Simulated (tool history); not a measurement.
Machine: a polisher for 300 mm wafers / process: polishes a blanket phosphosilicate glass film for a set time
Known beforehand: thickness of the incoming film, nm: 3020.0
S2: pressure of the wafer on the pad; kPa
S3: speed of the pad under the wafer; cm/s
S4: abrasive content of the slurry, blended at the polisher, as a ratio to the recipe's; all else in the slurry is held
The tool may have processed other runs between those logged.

run 1 hour=0 | flow_of_slurry_(ml/min)=295 S2=15.9 S3=96 S4=1 polishing_time_(s)=58 | film_removed_(angstrom)=2948.4
run 2 hour=7.8 | flow_of_slurry_(ml/min)=295 S2=15.9 S3=86 S4=1 polishing_time_(s)=58 | film_removed_(angstrom)=2726.1
run 3 hour=15.4 | flow_of_slurry_(ml/min)=250 S2=15.9 S3=86 S4=1 polishing_time_(s)=58 | film_removed_(angstrom)=2637.9
run 4 hour=20.2 | flow_of_slurry_(ml/min)=250 S2=15.9 S3=86 S4=0.9 polishing_time_(s)=58 | film_removed_(angstrom)=2570.9
run 5 hour=24.7 | flow_of_slurry_(ml/min)=250 S2=15.9 S3=70 S4=0.9 polishing_time_(s)=58 | film_removed_(angstrom)=2160.7
run 6 hour=26.5 | flow_of_slurry_(ml/min)=260 S2=15.9 S3=70 S4=0.9 polishing_time_(s)=58 | film_removed_(angstrom)=2189.3
run 7 hour=29 | flow_of_slurry_(ml/min)=265 S2=15.9 S3=70 S4=0.9 polishing_time_(s)=58 | film_removed_(angstrom)=2211.1
run 8 hour=30.5 | flow_of_slurry_(ml/min)=275 S2=15.9 S3=70 S4=0.9 polishing_time_(s)=58 | film_removed_(angstrom)=2190.4

Run 9 is up next; what results do you expect?
run 9 hour=33 | flow_of_slurry_(ml/min)=285 S2=16.5 S3=70 S4=0.9 polishing_time_(s)=58 | film_removed_(angstrom)=?

film removed (angstrom): 2299.1
